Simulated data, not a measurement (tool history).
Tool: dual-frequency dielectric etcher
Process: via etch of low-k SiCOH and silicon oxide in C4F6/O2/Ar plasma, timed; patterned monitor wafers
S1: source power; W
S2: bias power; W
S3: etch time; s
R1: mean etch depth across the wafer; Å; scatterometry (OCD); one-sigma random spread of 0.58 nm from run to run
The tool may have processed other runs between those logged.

| run | hour | S1 | S2 | S3 | R1 |
|---|---|---|---|---|---|
| 1 | 0 | 270 | 131 | 48.5 | 1014.1 |
| 2 | 1.3 | 260 | 130 | 48.5 | 1007.4 |
| 3 | 6.1 | 250 | 129 | 48.5 | 984.5 |
| 4 | 12.9 | 240 | 128 | 48.5 | 976.8 |
| 5 | 19.8 | 240 | 128 | 50.5 | 1009.6 |
| 6 | 24.6 | 230 | 127 | 50.5 | 997.08 |
| 7 | 25.9 | 170 | 117 | 50.5 | 816.53 |

What will run 8 give?
| 8 | 33.4 | 190 | 118 | 50.5 | ? |

Run 8 produced R1 863.33 Å.
